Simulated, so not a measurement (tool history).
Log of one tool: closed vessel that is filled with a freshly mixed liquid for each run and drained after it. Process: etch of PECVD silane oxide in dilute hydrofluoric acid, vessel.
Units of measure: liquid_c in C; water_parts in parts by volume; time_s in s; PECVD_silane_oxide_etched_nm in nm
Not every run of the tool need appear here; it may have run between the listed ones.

Run 1, hour 0.0: liquid_c 25.0 C, water_parts 155 parts by volume, time_s 30 s. Result: PECVD_silane_oxide_etched_nm 4.5454 nm.
Run 2, hour 3.5: liquid_c 26.0 C, water_parts 155 parts by volume, time_s 30 s. Result: PECVD_silane_oxide_etched_nm 4.5910 nm.
Run 3, hour 9.6: liquid_c 26.5 C, water_parts 150 parts by volume, time_s 30 s. Result: PECVD_silane_oxide_etched_nm 4.9497 nm.
Run 4, hour 18.3: liquid_c 26.5 C, water_parts 150 parts by volume, time_s 30 s. Result: PECVD_silane_oxide_etched_nm 4.9866 nm.
Run 5, hour 22.7: liquid_c 26.5 C, water_parts 120 parts by volume, time_s 30 s. Result: PECVD_silane_oxide_etched_nm 6.4537 nm.
Run 6, hour 31.1: liquid_c 26.5 C, water_parts 165 parts by volume, time_s 30 s. Result: PECVD_silane_oxide_etched_nm 4.4092 nm.
Run 7, hour 38.6: liquid_c 27.0 C, water_parts 160 parts by volume, time_s 30 s. Result: PECVD_silane_oxide_etched_nm 4.6628 nm.
Run 8, hour 42.8: liquid_c 27.5 C, water_parts 160 parts by volume, time_s 30 s. Result: PECVD_silane_oxide_etched_nm 4.7321 nm.

Run 9, settings as shown, results not yet in. Your forecast:
Run 9, hour 50.3: liquid_c 28.0 C, water_parts 155 parts by volume, time_s 30 s. Result: PECVD_silane_oxide_etched_nm ?.

Logged for run 9: PECVD_silane_oxide_etched_nm 5.0206 nm.
